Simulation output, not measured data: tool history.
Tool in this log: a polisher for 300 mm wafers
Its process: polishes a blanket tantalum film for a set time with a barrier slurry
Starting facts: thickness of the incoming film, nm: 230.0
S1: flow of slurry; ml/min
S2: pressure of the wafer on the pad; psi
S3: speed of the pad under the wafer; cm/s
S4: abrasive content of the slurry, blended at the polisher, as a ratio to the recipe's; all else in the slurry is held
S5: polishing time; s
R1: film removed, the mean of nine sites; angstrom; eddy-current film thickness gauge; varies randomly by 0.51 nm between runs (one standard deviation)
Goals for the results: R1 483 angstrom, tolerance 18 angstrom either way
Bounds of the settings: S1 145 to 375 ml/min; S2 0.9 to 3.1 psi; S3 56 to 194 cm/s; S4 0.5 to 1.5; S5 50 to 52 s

Run 1, hour 0: S1 240 ml/min, S2 2 psi, S3 124 cm/s, S4 1, S5 50 s. Result: R1 1107.4 angstrom.
Run 2, hour 1.2: S1 240 ml/min, S2 1.9 psi, S3 120 cm/s, S4 1, S5 50 s. Result: R1 1055.8 angstrom.
Run 3, hour 5.9: S1 240 ml/min, S2 1.9 psi, S3 120 cm/s, S4 0.8, S5 50 s. Result: R1 961.32 angstrom.
Run 4, hour 13.3: S1 240 ml/min, S2 1.9 psi, S3 140 cm/s, S4 0.8, S5 50 s. Result: R1 1150.4 angstrom.
Run 5, hour 17.3: S1 240 ml/min, S2 1.9 psi, S3 140 cm/s, S4 1, S5 50 s. Result: R1 1206.9 angstrom.
Run 6, hour 24.7: S1 240 ml/min, S2 1.9 psi, S3 140 cm/s, S4 1.15, S5 50 s. Result: R1 1268.2 angstrom.
Run 7, hour 32.1: S1 230 ml/min, S2 1.3 psi, S3 104 cm/s, S4 1.1, S5 50 s. Result: R1 644.06 angstrom.
Run 8, hour 41: S1 225 ml/min, S2 0.9 psi, S3 96 cm/s, S4 1.1, S5 50 s. Result: R1 413.31 angstrom.

Pick the move, out of 4, that brings all results within their allowed miss; only one does.
Run A, hour 49.9: S1 240 ml/min, S2 1.5 psi, S3 64 cm/s, S4 1.15, S5 52 s. Result: R1 ?.
Run B, hour 49.9: S1 235 ml/min, S2 0.9 psi, S3 98 cm/s, S4 1.25, S5 51 s. Result: R1 ?.
Run C, hour 49.9: S1 160 ml/min, S2 1.2 psi, S3 102 cm/s, S4 1, S5 50 s. Result: R1 ?.
Run D, hour 49.9: S1 310 ml/min, S2 1.1 psi, S3 98 cm/s, S4 0.95, S5 52 s. Result: R1 ?.

move      R1
   A  494.18
   B  455.91
   C     542
   D  539.66
A: every result within its allowed miss
B: nearer the targets than the last run, but a result is still out of spec
C: pushes the last run's worst result past its target
D: pushes the last run's worst result past its target
A is the move that brings every result within its allowed miss.
